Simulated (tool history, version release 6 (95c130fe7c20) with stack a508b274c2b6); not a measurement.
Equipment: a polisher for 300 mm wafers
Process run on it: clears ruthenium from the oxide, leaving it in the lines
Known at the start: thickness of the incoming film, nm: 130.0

run	hour	flow of slurry (ml/min)	pressure of the wafer on the pad (kPa)	speed of the pad under the wafer (m/s)	overpolish time after the end point (s)	time until the end point was called (s)
1	0	155	11	0.96	23	128.37
2	3.9	155	9.7	0.96	23	146.5
3	9.8	155	9.7	0.96	23	143.63
4	18.5	155	6.9	0.96	23	200.7
5	21.3	130	6.9	0.96	23	204.92
6	24.1	110	6.9	0.96	23	204.78
7	29.1	110	10.3	1.12	23	123.49

For run 8, what comes out?
8	30.9	125	13.8	1.16	23	?

{"run 8": {"time until the end point was called (s)": 89.993}}

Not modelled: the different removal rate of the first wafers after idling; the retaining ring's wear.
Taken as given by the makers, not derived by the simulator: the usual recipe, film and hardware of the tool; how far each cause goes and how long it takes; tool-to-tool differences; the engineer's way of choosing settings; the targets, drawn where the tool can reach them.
